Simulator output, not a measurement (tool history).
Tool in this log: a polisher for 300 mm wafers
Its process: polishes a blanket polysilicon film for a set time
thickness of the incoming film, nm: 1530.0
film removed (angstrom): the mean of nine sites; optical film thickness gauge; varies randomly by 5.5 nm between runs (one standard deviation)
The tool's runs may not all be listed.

run  hour  flow of slurry (ml/min)  pressure of the wafer on the pad (psi)  speed of the pad under the wafer (m/s)  polishing time (s)  film removed (angstrom)
  1     0                      315                                     2.1                                    1.22                  34                   2549.8
  2   3.3                      315                                     2.3                                    1.24                  34                   2833.1
  3   8.6                      315                                     2.3                                     1.1                  34                   2522.1
  4  12.6                      315                                     2.5                                    1.14                  34                   2830.4
  5  21.4                      315                                     2.9                                    1.14                  34                   3217.5
  6    28                      315                                       3                                     1.2                  34                   3442.1
  7  35.7                      315                                       3                                    1.26                  34                   3714.3

What will run 8 give?
  8  36.6                      315                                       3                                    1.28                  34                        ?

{"run 8": {"film removed (angstrom)": 3685.7}}
